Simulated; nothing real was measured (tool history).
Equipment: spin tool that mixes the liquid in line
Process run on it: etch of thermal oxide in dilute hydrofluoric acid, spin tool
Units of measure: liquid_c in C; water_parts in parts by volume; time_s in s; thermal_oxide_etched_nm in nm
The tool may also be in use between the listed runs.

run	hour	liquid_c	water_parts	time_s	thermal_oxide_etched_nm
1	0.0	21.0	175	290	7.1215
2	6.5	20.0	185	290	6.4755
3	11.7	20.0	185	310	6.8735
4	16.5	20.0	135	310	9.8703
5	21.4	19.5	155	310	8.3339
6	26.4	21.5	155	310	8.9920
7	30.4	20.5	170	310	7.8299
8	38.5	20.0	185	310	6.8697
# hour 42.0: hydrofluoric acid flow meter replaced
9	42.0	19.5	195	310	5.6593

Run 10 has not been measured yet. What should we expect?
10	45.1	19.0	195	310	?

Logged for run 10: thermal_oxide_etched_nm 5.5871 nm.

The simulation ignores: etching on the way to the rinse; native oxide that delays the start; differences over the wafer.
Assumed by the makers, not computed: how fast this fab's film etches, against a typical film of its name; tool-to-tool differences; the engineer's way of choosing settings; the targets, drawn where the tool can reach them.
